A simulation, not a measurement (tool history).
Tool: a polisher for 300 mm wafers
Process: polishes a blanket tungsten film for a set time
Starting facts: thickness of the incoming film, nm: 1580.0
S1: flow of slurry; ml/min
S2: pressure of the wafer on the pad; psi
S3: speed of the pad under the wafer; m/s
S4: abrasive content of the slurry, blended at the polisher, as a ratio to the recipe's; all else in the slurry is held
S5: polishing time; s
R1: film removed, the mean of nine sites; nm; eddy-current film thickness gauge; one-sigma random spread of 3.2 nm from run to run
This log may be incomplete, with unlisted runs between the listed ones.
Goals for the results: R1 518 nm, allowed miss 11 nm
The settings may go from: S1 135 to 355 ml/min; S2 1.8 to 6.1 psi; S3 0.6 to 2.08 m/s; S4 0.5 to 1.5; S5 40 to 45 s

run,hour,S1,S2,S3,S4,S5,R1
1,0,225,3.9,1.34,1,45,334.82
2,5.5,225,3,1.34,1,45,260.57
3,12.9,225,3,1.46,1,45,279.67
4,15.5,230,3.3,1.46,1,45,309.66
5,22.3,230,3.3,1.46,1,40,274.77
6,28,230,3.7,1.46,1,40,304.04
7,31.3,230,4,1.46,1,40,328.17
8,37.5,230,4.3,1.46,1,40,351.06
9,40.5,230,4.6,1.46,1,40,377.24
10,46.2,230,4.8,1.46,1,40,391.12
11,46.8,230,5,1.46,1,40,409.82
12,52.9,280,6,1.46,1,40,494.46

Next run, 5 choices. One meets every target within its allowed miss, the rest don't. Which?
A,59,230,4.9,1.56,1.1,43,?
B,59,290,6.1,1.26,1.05,40,?
C,59,270,5.3,1.32,1.2,44,?
D,59,260,6.1,1.4,1,41,?
E,59,315,5.6,1.5,0.85,45,?

move,R1
A,470
B,451.79
C,465.23
D,496.61
E,517.39
A: further off than the last run
B: further off than the last run
C: further off than the last run
D: nearer the targets than the last run, but a result is still out of spec
E: each result inside its tolerance
The move that meets every target is E.
